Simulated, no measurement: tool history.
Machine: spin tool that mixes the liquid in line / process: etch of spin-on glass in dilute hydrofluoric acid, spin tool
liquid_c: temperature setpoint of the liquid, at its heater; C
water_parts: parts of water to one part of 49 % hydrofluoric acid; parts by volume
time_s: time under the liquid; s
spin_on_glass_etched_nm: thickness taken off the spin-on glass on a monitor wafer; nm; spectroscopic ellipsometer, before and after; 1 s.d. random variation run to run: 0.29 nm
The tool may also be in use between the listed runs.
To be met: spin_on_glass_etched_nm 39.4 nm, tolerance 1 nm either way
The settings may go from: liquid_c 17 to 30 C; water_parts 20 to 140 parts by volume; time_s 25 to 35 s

run,day,liquid_c,water_parts,time_s,spin_on_glass_etched_nm
1,0,22,75,35,21.009
2,0.258,22,75,25,15
3,0.354,23.5,65,25,18.677
4,0.521,23.5,65,35,25.684
5,0.767,25.5,65,35,27.935
6,0.867,26.5,65,35,29.223
7,1.233,27,65,35,30.122
8,1.475,27.5,65,35,30.099
9,1.542,30,50,35,44.727
10,1.829,29.5,50,35,43.545
11,1.988,29,50,35,43.023
12,2.267,28.5,50,35,41.863
13,2.588,28,50,35,40.972

Of the 5 settings listed for the next run, only one would bring every result within its allowed miss of target. Which one?
A,2.908,24.5,35,25,?
B,2.908,30,60,35,?
C,2.908,28.5,50,35,?
D,2.908,29.5,55,35,?
E,2.908,27.5,45,35,?

move,spin_on_glass_etched_nm
A,37.522
B,36.785
C,42.288
D,39.668
E,45.499
A: carries the result that was furthest off beyond its target, to the other side
B: carries the result that was furthest off beyond its target, to the other side
C: misses by more than the last run did
D: all results land within tolerance of their targets
E: misses by more than the last run did
D meets every target.

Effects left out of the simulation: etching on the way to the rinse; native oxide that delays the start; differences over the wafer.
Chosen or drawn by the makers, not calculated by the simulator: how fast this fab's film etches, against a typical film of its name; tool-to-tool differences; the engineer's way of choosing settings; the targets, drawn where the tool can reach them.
